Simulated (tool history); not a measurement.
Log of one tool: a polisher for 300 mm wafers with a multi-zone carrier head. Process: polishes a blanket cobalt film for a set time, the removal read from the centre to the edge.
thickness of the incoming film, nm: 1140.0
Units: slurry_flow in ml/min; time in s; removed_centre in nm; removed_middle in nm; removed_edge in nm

run,day,slurry_flow,centre_zone,middle_zone,edge_zone,time,removed_centre,removed_middle,removed_edge
1,0,260,1,1,1,75,375.34,373.42,364.52
2,0.367,260,1,1,0.97,75,374.44,372.57,357.18
3,0.433,260,1.08,1,0.97,75,397.82,374.41,360.61
4,0.742,260,1.08,1,0.97,84,452.64,415.55,407.18
5,0.821,260,1.08,0.93,0.97,84,446.12,393.74,408.44
6,0.979,265,1.09,0.96,0.93,71,379.29,341.57,342.77
7,1.238,255,1.11,1,0.89,61,338,298.62,288.62
8,1.329,245,1.1,1.04,0.87,55,291.39,284.17,253.91
9,1.621,230,1.12,1.05,0.85,52,285.53,265.76,240.62

The next listed run, before its measurement:
10,1.671,215,1.12,1.07,0.84,50,?,?,?

removed_centre: 272.03 nm
removed_middle: 259.84 nm
removed_edge: 228.92 nm
